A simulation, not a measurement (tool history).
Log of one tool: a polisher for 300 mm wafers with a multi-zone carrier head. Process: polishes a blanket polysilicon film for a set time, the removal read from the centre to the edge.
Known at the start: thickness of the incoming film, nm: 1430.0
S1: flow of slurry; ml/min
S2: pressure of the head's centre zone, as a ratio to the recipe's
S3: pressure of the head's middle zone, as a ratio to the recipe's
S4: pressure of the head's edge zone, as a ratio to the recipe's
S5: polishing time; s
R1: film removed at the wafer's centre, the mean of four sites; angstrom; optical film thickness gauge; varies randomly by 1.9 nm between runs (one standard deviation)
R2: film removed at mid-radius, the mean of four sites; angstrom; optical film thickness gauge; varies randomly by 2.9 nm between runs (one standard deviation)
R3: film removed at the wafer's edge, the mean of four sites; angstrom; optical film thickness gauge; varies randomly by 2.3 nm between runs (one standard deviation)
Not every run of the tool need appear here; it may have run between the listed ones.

run  hour   S1    S2    S3    S4  S5      R1      R2      R3
  1     0  145     1     1     1  38  3910.9  3965.9  3881.4
  2   1.1  135  1.02  0.94  0.98  34  3463.8  3301.3  3461.1
  3   9.8  130  1.05   0.9  0.94  31  3243.8  2948.4    3036
  4  17.6  120  1.07  0.87  0.95  30  3119.8  2645.5    2897
  5  25.4  120  1.07  0.96  0.95  30  3154.7  2872.8    2939
  6  27.4  110  1.08  0.92  0.94  30  3071.2  2725.7  2867.9
  7  32.9  105  1.09  0.89  0.94  30  3043.7  2624.2  2832.6
  8  33.6  100   1.1  0.87  0.93  30  3053.7  2547.4  2838.8

Run 9, settings as shown, results not yet in. Your forecast:
  9  41.8  95  1.1  0.86  0.92  30   ?   ?   ?

R1: 2987.3 angstrom
R2: 2494.9 angstrom
R3: 2747.6 angstrom

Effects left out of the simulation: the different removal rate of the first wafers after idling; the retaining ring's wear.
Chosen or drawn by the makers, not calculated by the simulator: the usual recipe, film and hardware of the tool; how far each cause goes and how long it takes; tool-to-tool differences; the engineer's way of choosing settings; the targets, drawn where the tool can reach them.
